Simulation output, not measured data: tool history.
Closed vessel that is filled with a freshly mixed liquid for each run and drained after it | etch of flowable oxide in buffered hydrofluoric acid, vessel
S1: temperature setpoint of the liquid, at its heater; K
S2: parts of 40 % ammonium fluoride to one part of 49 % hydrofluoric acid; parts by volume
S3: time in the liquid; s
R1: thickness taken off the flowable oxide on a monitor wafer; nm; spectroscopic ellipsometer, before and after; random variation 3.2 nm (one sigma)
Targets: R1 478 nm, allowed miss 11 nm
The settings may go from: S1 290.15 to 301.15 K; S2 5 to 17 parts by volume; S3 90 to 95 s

{"run": 1, "day": 0.0, "S1": 293.15, "S2": 10.5, "S3": 90, "R1": 342.65}
{"run": 2, "day": 0.138, "S1": 294.65, "S2": 10.5, "S3": 90, "R1": 371.44}
{"run": 3, "day": 0.375, "S1": 293.15, "S2": 10.5, "S3": 90, "R1": 345.97}
{"run": 4, "day": 0.504, "S1": 293.15, "S2": 10.5, "S3": 95, "R1": 356.95}
{"day": 0.692, "done": "hydrofluoric acid flow meter replaced"}
{"run": 5, "day": 0.692, "S1": 294.65, "S2": 10.5, "S3": 95, "R1": 409.91}
{"run": 6, "day": 0.733, "S1": 295.15, "S2": 10.5, "S3": 95, "R1": 424.64}
{"run": 7, "day": 1.012, "S1": 295.65, "S2": 10.5, "S3": 95, "R1": 437.32}
{"run": 8, "day": 1.367, "S1": 296.15, "S2": 10.5, "S3": 95, "R1": 449.6}
{"run": 9, "day": 1.6, "S1": 296.65, "S2": 10.5, "S3": 95, "R1": 459.19}

5 next moves are on the table. One of them brings every result within its allowed miss. Which?
{"run": "A", "day": 1.833, "S1": 298.15, "S2": 10.5, "S3": 95, "R1": "?"}
{"run": "B", "day": 1.833, "S1": 296.15, "S2": 10.5, "S3": 95, "R1": "?"}
{"run": "C", "day": 1.833, "S1": 298.15, "S2": 11, "S3": 95, "R1": "?"}
{"run": "D", "day": 1.833, "S1": 295.15, "S2": 8, "S3": 90, "R1": "?"}
{"run": "E", "day": 1.833, "S1": 296.65, "S2": 11, "S3": 95, "R1": "?"}

move=A R1=496.35
move=B R1=445.06
move=C R1=474.36
move=D R1=508.09
move=E R1=437.15
A: takes the result that was furthest off past its target
B: further off than the last run
C: meets every target
D: takes the result that was furthest off past its target
E: further off than the last run
The right move is C.
